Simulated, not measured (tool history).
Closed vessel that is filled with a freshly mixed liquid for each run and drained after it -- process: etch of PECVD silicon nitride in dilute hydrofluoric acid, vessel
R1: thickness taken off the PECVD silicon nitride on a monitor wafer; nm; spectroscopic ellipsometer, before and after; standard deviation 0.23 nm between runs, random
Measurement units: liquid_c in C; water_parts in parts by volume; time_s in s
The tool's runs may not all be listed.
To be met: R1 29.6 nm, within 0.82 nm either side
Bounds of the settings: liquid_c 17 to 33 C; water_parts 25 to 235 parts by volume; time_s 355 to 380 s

Run 1, hour 0: liquid_c 25 C, water_parts 130 parts by volume, time_s 355 s. Result: R1 9.9598 nm.
Run 2, hour 2.3: liquid_c 27.5 C, water_parts 105 parts by volume, time_s 355 s. Result: R1 14.519 nm.
Run 3, hour 5: liquid_c 29.5 C, water_parts 90 parts by volume, time_s 355 s. Result: R1 19.424 nm.
Run 4, hour 9: liquid_c 27.5 C, water_parts 90 parts by volume, time_s 355 s. Result: R1 17.146 nm.
Run 5, hour 17.7: liquid_c 27.5 C, water_parts 90 parts by volume, time_s 380 s. Result: R1 17.932 nm.
At hour 21.1: hydrofluoric acid flow meter replaced.
Run 6, hour 21.1: liquid_c 29.5 C, water_parts 85 parts by volume, time_s 380 s. Result: R1 23.241 nm.
Run 7, hour 23.5: liquid_c 30.5 C, water_parts 85 parts by volume, time_s 380 s. Result: R1 25.087 nm.
Run 8, hour 29.6: liquid_c 31 C, water_parts 85 parts by volume, time_s 380 s. Result: R1 25.902 nm.

Below are 4 possible settings for the next run. Only one of them brings all results inside the allowed miss of their targets. Which is it?
Run A, hour 35.7: liquid_c 29.5 C, water_parts 70 parts by volume, time_s 365 s. Result: R1 ?.
Run B, hour 35.7: liquid_c 30 C, water_parts 60 parts by volume, time_s 355 s. Result: R1 ?.
Run C, hour 35.7: liquid_c 33 C, water_parts 85 parts by volume, time_s 380 s. Result: R1 ?.
Run D, hour 35.7: liquid_c 32 C, water_parts 75 parts by volume, time_s 380 s. Result: R1 ?.

move      R1
   A  27.596
   B  32.309
   C  29.466
   D  31.412
A: closer than the last run, but not yet in spec
B: takes the biggest miss from the last run beyond its target
C: in spec on every target
D: takes the biggest miss from the last run beyond its target
Go with C: it meets all targets.
